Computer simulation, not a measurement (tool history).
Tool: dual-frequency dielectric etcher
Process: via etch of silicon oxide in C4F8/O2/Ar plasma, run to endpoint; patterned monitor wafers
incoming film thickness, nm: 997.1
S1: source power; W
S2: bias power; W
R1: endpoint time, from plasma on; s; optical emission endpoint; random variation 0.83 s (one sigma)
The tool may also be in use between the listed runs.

{"run": 1, "hour": 0.0, "S1": 2070, "S2": 1617, "R1": 182.88}
{"run": 2, "hour": 3.8, "S1": 1990, "S2": 1595, "R1": 186.78}
{"run": 3, "hour": 4.8, "S1": 1990, "S2": 1813, "R1": 177.43}
{"run": 4, "hour": 6.7, "S1": 1990, "S2": 1983, "R1": 171.4}
{"run": 5, "hour": 14.0, "S1": 1910, "S2": 1934, "R1": 176.77}
{"run": 6, "hour": 21.8, "S1": 2050, "S2": 1934, "R1": 172.62}
{"run": 7, "hour": 26.9, "S1": 1970, "S2": 1876, "R1": 176.37}
{"run": 8, "hour": 31.4, "S1": 1900, "S2": 1832, "R1": 179.6}
{"hour": 39.7, "done": "wet clean of the chamber"}
{"run": 9, "hour": 39.7, "S1": 1830, "S2": 1780, "R1": 194.58}

Estimate the outcome of run 10 from the log above:
{"run": 10, "hour": 44.6, "S1": 1460, "S2": 1759, "R1": "?"}

{"run 10": {"R1": 213.87}}
